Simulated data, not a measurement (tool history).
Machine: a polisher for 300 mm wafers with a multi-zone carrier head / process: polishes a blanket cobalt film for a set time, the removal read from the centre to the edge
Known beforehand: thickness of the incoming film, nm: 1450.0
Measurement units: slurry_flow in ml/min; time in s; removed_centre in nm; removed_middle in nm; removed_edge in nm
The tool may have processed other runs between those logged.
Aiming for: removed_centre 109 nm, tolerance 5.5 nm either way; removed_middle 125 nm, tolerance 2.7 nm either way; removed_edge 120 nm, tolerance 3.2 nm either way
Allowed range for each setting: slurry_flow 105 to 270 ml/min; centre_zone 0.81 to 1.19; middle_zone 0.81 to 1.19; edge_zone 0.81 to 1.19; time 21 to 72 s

run	day	slurry_flow	centre_zone	middle_zone	edge_zone	time	removed_centre	removed_middle	removed_edge
1	0	175	1	1	1	46	163.83	164.1	158.52
2	0.329	175	1	0.94	1	46	160.41	156.61	159.54
3	0.508	175	1.04	0.94	1	46	167.29	155.12	160.62
4	0.867	215	1.04	0.94	1	46	166.78	161.55	165.6
5	1.125	215	1.04	0.94	0.93	46	179.14	160.5	158.02
6	1.238	230	1.04	0.94	0.93	46	174.13	161.9	158.28
7	1.362	270	0.94	0.89	0.84	33	122.5	114.79	110.62
8	1.696	250	0.84	0.99	0.94	33	111.55	123.92	114.39

Exercise: of the 4 proposed moves below, exactly one satisfies all targets within the stated allowed misses. Which move is it?
A	2.029	195	0.81	0.87	1.02	36	?	?	?
B	2.029	250	0.81	0.94	0.89	35	?	?	?
C	2.029	255	0.81	0.87	0.95	35	?	?	?
D	2.029	200	0.81	0.93	0.99	36	?	?	?

move	removed_centre	removed_middle	removed_edge
A	108.04	117.08	130.16
B	109.2	125.66	121.65
C	109.43	118.11	125.72
D	108.57	124.23	128.57
A: moves the result that the last run missed by most past its target, out the other side
B: all results in spec
C: moves the result that the last run missed by most past its target, out the other side
D: moves the result that the last run missed by most past its target, out the other side
Answer: B

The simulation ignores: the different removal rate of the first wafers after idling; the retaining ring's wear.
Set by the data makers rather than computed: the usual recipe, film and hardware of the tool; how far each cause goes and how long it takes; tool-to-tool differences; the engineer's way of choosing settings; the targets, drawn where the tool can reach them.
